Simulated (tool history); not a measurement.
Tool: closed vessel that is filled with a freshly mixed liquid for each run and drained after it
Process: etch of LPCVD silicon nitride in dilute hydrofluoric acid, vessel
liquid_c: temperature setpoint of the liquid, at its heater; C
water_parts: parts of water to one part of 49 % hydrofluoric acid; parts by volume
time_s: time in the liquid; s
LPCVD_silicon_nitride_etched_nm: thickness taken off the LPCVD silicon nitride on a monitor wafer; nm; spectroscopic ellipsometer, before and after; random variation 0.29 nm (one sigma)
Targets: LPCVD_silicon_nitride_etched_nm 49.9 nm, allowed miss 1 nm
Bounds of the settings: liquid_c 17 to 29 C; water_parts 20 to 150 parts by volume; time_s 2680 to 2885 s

| run | hour | liquid_c | water_parts | time_s | LPCVD_silicon_nitride_etched_nm |
|---|---|---|---|---|---|
| 1 | 0 | 21 | 85 | 2680 | 16.165 |
| 2 | 1.4 | 17.5 | 85 | 2680 | 12.769 |
| 3 | 6.6 | 17 | 85 | 2680 | 12.288 |
| 4 | 7.4 | 19.5 | 75 | 2680 | 16.755 |
| 5 | 9.9 | 21.5 | 70 | 2680 | 20.345 |
| 6 | 18.5 | 21.5 | 90 | 2680 | 15.95 |
| 7 | 24.3 | 25.5 | 60 | 2690 | 30.969 |
| 8 | 32.9 | 26 | 55 | 2690 | 35.084 |
| 9 | 34.7 | 26 | 55 | 2690 | 34.935 |
| 10 | 43.7 | 26.5 | 55 | 2690 | 35.877 |
| 11 | 52.5 | 27 | 55 | 2690 | 37.562 |
| 12 | 54.1 | 29 | 40 | 2695 | 58.852 |
| 13 | 61.5 | 28.5 | 40 | 2695 | 56.589 |
| 14 | 68.6 | 28.5 | 40 | 2695 | 56.718 |
| 15 | 70 | 28 | 40 | 2695 | 55.53 |
| 16 | 76.4 | 27.5 | 40 | 2695 | 53.191 |
| 17 | 85 | 27 | 40 | 2695 | 51.429 |
|  | 93.2 | hydrofluoric acid flow meter replaced |
| 18 | 93.2 | 27 | 40 | 2695 | 48.147 |
| 19 | 101 | 27 | 40 | 2695 | 47.849 |

Which of these 5 next moves meets every target?
| A | 108.8 | 29 | 50 | 2770 | ? |
| B | 108.8 | 27.5 | 45 | 2720 | ? |
| C | 108.8 | 28 | 45 | 2790 | ? |
| D | 108.8 | 26 | 40 | 2680 | ? |
| E | 108.8 | 29 | 45 | 2775 | ? |

| move | LPCVD_silicon_nitride_etched_nm |
|---|---|
| A | 45.346 |
| B | 44.779 |
| C | 47.466 |
| D | 44.826 |
| E | 50.402 |
A: further off than the last run
B: further off than the last run
C: further off than the last run
D: further off than the last run
E: meets every target
The right move is E.
